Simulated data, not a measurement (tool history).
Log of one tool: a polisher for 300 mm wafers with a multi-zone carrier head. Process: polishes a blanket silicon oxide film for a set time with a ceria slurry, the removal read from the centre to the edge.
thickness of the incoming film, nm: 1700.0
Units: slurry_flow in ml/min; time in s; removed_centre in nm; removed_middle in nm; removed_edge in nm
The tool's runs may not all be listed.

run 1 hour=0.0 | slurry_flow=150 centre_zone=1.00 middle_zone=1.00 edge_zone=1.00 time=34 | removed_centre=151.47 removed_middle=137.31 removed_edge=144.93
run 2 hour=6.1 | slurry_flow=160 centre_zone=1.00 middle_zone=1.03 edge_zone=1.03 time=36 | removed_centre=165.37 removed_middle=152.28 removed_edge=157.92
run 3 hour=14.4 | slurry_flow=195 centre_zone=1.00 middle_zone=1.03 edge_zone=1.03 time=36 | removed_centre=168.34 removed_middle=154.95 removed_edge=157.35
run 4 hour=16.1 | slurry_flow=190 centre_zone=1.00 middle_zone=1.05 edge_zone=1.05 time=37 | removed_centre=171.63 removed_middle=161.84 removed_edge=164.31
run 5 hour=17.0 | slurry_flow=190 centre_zone=1.00 middle_zone=0.99 edge_zone=1.05 time=37 | removed_centre=176.14 removed_middle=153.39 removed_edge=164.95
run 6 hour=23.9 | slurry_flow=190 centre_zone=1.00 middle_zone=1.02 edge_zone=1.07 time=38 | removed_centre=180.44 removed_middle=162.10 removed_edge=169.20
run 7 hour=25.9 | slurry_flow=185 centre_zone=0.99 middle_zone=1.04 edge_zone=1.08 time=39 | removed_centre=180.85 removed_middle=168.64 removed_edge=174.30
run 8 hour=30.0 | slurry_flow=185 centre_zone=0.99 middle_zone=1.06 edge_zone=1.09 time=40 | removed_centre=187.83 removed_middle=176.05 removed_edge=179.25
run 9 hour=38.2 | slurry_flow=185 centre_zone=0.98 middle_zone=1.07 edge_zone=1.10 time=41 | removed_centre=189.63 removed_middle=182.50 removed_edge=184.91

The next listed run, before its measurement:
run 10 hour=42.4 | slurry_flow=185 centre_zone=0.98 middle_zone=1.08 edge_zone=1.11 time=41 | removed_centre=? removed_middle=? removed_edge=?

removed_centre: 192.50 nm
removed_middle: 182.49 nm
removed_edge: 186.94 nm
